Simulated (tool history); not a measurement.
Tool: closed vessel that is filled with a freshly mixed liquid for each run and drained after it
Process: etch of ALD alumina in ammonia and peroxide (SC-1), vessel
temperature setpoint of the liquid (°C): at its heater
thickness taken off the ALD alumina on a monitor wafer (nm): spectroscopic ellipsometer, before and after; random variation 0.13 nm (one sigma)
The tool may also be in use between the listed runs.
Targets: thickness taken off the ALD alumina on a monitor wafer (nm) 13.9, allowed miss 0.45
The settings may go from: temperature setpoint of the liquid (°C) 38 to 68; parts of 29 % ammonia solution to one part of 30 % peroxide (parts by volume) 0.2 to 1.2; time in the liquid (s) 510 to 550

run    day  temperature setpoint of the liquid (°C)  parts of 29 % ammonia solution to one part of 30 % peroxide (parts by volume)  time in the liquid (s)  thickness taken off the ALD alumina on a monitor wafer (nm)
  1      0                                       52                                                                              1                     510                                                       29.974
  2  0.283                                       52                                                                              1                     510                                                       29.874
  3  0.321                                     46.5                                                                              1                     510                                                       21.783
  4  0.642                                       45                                                                              1                     510                                                       19.994
  5  0.825                                     43.5                                                                              1                     510                                                        18.65
  6  1.012                                       48                                                                              1                     510                                                       23.791
     1.142  -- new drum of ammonia solution connected
  7  1.142                                       46                                                                              1                     510                                                       21.336
  8  1.446                                     44.5                                                                              1                     510                                                       19.882
  9  1.754                                       43                                                                              1                     510                                                       18.128
 10  2.142                                       42                                                                              1                     510                                                       16.975
 11    2.5                                     41.5                                                                              1                     510                                                       16.496
 12  2.538                                       41                                                                              1                     510                                                       16.102
 13  2.788                                     40.5                                                                              1                     510                                                       15.358

Which of these 4 next moves meets every target?
  A  3.038                                     38.5                                                                              1                     550                                                            ?
  B  3.038                                       40                                                                              1                     510                                                            ?
  C  3.038                                     38.5                                                                            0.8                     515                                                            ?
  D  3.038                                     39.5                                                                            1.1                     510                                                            ?

move  thickness taken off the ALD alumina on a monitor wafer (nm)
   A                                                       15.064
   B                                                       15.267
   C                                                       13.807
   D                                                       14.958
A: nearer than the last run, and not there yet
B: nearer than the last run, and not there yet
C: meets every target
D: nearer than the last run, and not there yet
Answer: C
